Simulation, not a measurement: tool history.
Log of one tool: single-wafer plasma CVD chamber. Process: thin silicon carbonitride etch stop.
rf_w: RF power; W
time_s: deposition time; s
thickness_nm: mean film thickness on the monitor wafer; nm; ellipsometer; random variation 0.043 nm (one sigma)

run 1 hour=0 | rf_w=205 time_s=18.3 | thickness_nm=10.106
run 2 hour=1.7 | rf_w=190 time_s=17.6 | thickness_nm=9.4587
run 3 hour=4.1 | rf_w=210 time_s=17.6 | thickness_nm=9.7654
run 4 hour=5.3 | rf_w=210 time_s=19.5 | thickness_nm=10.839
run 5 hour=13 | rf_w=195 time_s=18.5 | thickness_nm=10.001
run 6 hour=20.4 | rf_w=195 time_s=16.7 | thickness_nm=9.0511

Run 7 comes next. What will it give?
run 7 hour=22.5 | rf_w=185 time_s=16.6 | thickness_nm=?

{"run 7": {"thickness_nm": 8.8382}}

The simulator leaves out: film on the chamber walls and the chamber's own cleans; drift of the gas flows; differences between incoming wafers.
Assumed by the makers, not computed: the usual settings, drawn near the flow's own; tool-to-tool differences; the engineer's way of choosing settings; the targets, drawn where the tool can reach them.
